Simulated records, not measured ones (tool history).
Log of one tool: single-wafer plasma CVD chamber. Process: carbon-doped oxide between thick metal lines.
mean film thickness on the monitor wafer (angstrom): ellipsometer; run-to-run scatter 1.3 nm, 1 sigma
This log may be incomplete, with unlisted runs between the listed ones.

run,hour,heater temperature setpoint (K),chamber pressure (mTorr),RF power (W),deposition time (s),mean film thickness on the monitor wafer (angstrom)
1,0.0,613.15,5480,425,132,7198.3
2,5.9,617.15,4980,410,132,6782.3
3,8.0,617.15,4980,450,132,7371.2
4,14.5,622.15,4980,450,132,7276.0
5,15.4,624.15,4580,430,132,6862.1
6,19.1,626.15,4260,420,132,6609.4

The next listed run, before its measurement:
7,21.9,636.15,3290,385,132,?

mean film thickness on the monitor wafer (angstrom): 5794.7

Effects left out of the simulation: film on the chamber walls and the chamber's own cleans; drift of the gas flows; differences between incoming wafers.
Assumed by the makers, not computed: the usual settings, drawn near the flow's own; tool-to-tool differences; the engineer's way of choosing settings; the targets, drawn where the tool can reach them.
